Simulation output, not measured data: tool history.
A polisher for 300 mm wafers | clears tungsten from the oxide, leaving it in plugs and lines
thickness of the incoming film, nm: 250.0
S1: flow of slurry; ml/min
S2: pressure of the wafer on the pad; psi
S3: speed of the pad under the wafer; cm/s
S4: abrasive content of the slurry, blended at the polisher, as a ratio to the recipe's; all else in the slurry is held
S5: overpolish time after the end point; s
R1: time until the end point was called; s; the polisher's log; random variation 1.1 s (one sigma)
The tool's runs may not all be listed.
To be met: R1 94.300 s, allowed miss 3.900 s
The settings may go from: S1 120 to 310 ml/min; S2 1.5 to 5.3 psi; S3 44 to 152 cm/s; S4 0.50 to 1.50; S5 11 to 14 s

{"run": 1, "hour": 0.0, "S1": 200, "S2": 3.4, "S3": 98, "S4": 1.0, "S5": 14, "R1": 71.401}
{"run": 2, "hour": 5.4, "S1": 200, "S2": 3.3, "S3": 98, "S4": 1.0, "S5": 14, "R1": 74.023}
{"run": 3, "hour": 10.8, "S1": 200, "S2": 3.2, "S3": 98, "S4": 1.0, "S5": 14, "R1": 74.407}
{"run": 4, "hour": 19.4, "S1": 200, "S2": 3.2, "S3": 112, "S4": 1.0, "S5": 14, "R1": 63.974}
{"run": 5, "hour": 21.3, "S1": 200, "S2": 3.1, "S3": 112, "S4": 1.0, "S5": 14, "R1": 66.461}
{"run": 6, "hour": 29.5, "S1": 200, "S2": 3.1, "S3": 112, "S4": 1.1, "S5": 14, "R1": 65.52}
{"run": 7, "hour": 33.4, "S1": 200, "S2": 3.0, "S3": 112, "S4": 1.1, "S5": 14, "R1": 67.97}
{"run": 8, "hour": 40.0, "S1": 200, "S2": 2.9, "S3": 112, "S4": 1.1, "S5": 14, "R1": 66.895}
{"run": 9, "hour": 40.9, "S1": 200, "S2": 2.8, "S3": 112, "S4": 1.1, "S5": 14, "R1": 71.008}
{"run": 10, "hour": 45.7, "S1": 200, "S2": 2.7, "S3": 112, "S4": 1.1, "S5": 14, "R1": 72.518}
{"run": 11, "hour": 52.3, "S1": 200, "S2": 2.6, "S3": 112, "S4": 1.1, "S5": 14, "R1": 71.753}

5 next moves are on the table. One of them brings every result within its allowed miss. Which?
{"run": "A", "hour": 58.9, "S1": 245, "S2": 2.5, "S3": 98, "S4": 1.0, "S5": 13, "R1": "?"}
{"run": "B", "hour": 58.9, "S1": 180, "S2": 2.0, "S3": 112, "S4": 1.1, "S5": 14, "R1": "?"}
{"run": "C", "hour": 58.9, "S1": 195, "S2": 1.6, "S3": 100, "S4": 1.15, "S5": 14, "R1": "?"}
{"run": "D", "hour": 58.9, "S1": 175, "S2": 2.6, "S3": 98, "S4": 1.05, "S5": 11, "R1": "?"}
{"run": "E", "hour": 58.9, "S1": 200, "S2": 1.6, "S3": 110, "S4": 1.15, "S5": 11, "R1": "?"}

move=A R1=85.549
move=B R1=85.320
move=C R1=103.970
move=D R1=85.564
move=E R1=94.530
A: nearer than the last run, and not there yet
B: nearer than the last run, and not there yet
C: takes the result that was furthest off past its target
D: nearer than the last run, and not there yet
E: meets every target
Answer: E
